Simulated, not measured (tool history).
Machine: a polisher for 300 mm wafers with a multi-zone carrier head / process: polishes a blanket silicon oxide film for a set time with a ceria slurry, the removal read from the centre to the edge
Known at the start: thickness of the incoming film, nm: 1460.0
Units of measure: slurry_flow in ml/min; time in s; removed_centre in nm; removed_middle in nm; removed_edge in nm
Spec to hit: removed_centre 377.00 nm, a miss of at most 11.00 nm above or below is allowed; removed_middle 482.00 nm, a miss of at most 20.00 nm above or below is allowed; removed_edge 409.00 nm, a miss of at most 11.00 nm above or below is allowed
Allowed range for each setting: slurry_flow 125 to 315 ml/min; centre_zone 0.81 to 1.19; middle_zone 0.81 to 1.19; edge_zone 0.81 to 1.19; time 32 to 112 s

{"run": 1, "hour": 0.0, "slurry_flow": 205, "centre_zone": 1.0, "middle_zone": 1.0, "edge_zone": 1.0, "time": 72, "removed_centre": 466.93, "removed_middle": 457.69, "removed_edge": 462.82}
{"run": 2, "hour": 6.1, "slurry_flow": 205, "centre_zone": 1.0, "middle_zone": 0.97, "edge_zone": 1.0, "time": 72, "removed_centre": 469.9, "removed_middle": 455.31, "removed_edge": 465.08}
{"run": 3, "hour": 14.1, "slurry_flow": 195, "centre_zone": 0.95, "middle_zone": 1.02, "edge_zone": 0.95, "time": 72, "removed_centre": 449.05, "removed_middle": 482.32, "removed_edge": 451.53}
{"run": 4, "hour": 22.9, "slurry_flow": 185, "centre_zone": 0.91, "middle_zone": 1.02, "edge_zone": 0.93, "time": 71, "removed_centre": 419.07, "removed_middle": 457.56, "removed_edge": 438.7}
{"run": 5, "hour": 30.7, "slurry_flow": 175, "centre_zone": 0.89, "middle_zone": 1.05, "edge_zone": 0.91, "time": 70, "removed_centre": 396.39, "removed_middle": 459.4, "removed_edge": 437.96}
{"run": 6, "hour": 37.4, "slurry_flow": 135, "centre_zone": 0.89, "middle_zone": 1.05, "edge_zone": 0.91, "time": 70, "removed_centre": 390.15, "removed_middle": 434.39, "removed_edge": 415.81}
{"run": 7, "hour": 42.0, "slurry_flow": 140, "centre_zone": 0.88, "middle_zone": 1.08, "edge_zone": 0.88, "time": 70, "removed_centre": 384.06, "removed_middle": 456.67, "removed_edge": 415.71}
{"run": 8, "hour": 47.3, "slurry_flow": 140, "centre_zone": 0.88, "middle_zone": 1.09, "edge_zone": 0.87, "time": 70, "removed_centre": 385.78, "removed_middle": 461.36, "removed_edge": 416.15}

Which one of the following 5 next-run settings gets every result inside its allowed miss? There is exactly one.
{"run": "A", "hour": 52.6, "slurry_flow": 165, "centre_zone": 0.87, "middle_zone": 1.16, "edge_zone": 0.88, "time": 68, "removed_centre": "?", "removed_middle": "?", "removed_edge": "?"}
{"run": "B", "hour": 52.6, "slurry_flow": 145, "centre_zone": 0.97, "middle_zone": 1.19, "edge_zone": 0.82, "time": 69, "removed_centre": "?", "removed_middle": "?", "removed_edge": "?"}
{"run": "C", "hour": 52.6, "slurry_flow": 195, "centre_zone": 0.85, "middle_zone": 1.07, "edge_zone": 0.88, "time": 65, "removed_centre": "?", "removed_middle": "?", "removed_edge": "?"}
{"run": "D", "hour": 52.6, "slurry_flow": 155, "centre_zone": 0.89, "middle_zone": 1.05, "edge_zone": 0.81, "time": 71, "removed_centre": "?", "removed_middle": "?", "removed_edge": "?"}
{"run": "E", "hour": 52.6, "slurry_flow": 125, "centre_zone": 0.92, "middle_zone": 1.05, "edge_zone": 0.9, "time": 72, "removed_centre": "?", "removed_middle": "?", "removed_edge": "?"}

move=A removed_centre=379.00 removed_middle=483.84 removed_edge=415.00
move=B removed_centre=413.17 removed_middle=491.97 removed_edge=406.55
move=C removed_centre=364.18 removed_middle=441.56 removed_edge=403.89
move=D removed_centre=398.98 removed_middle=459.56 removed_edge=420.80
move=E removed_centre=400.10 removed_middle=449.91 removed_edge=429.17
A: every result within its allowed miss
B: gets the furthest-off result to its target, but another result is out of tolerance
C: misses by more than the last run did
D: misses by more than the last run did
E: misses by more than the last run did
The right move is A.
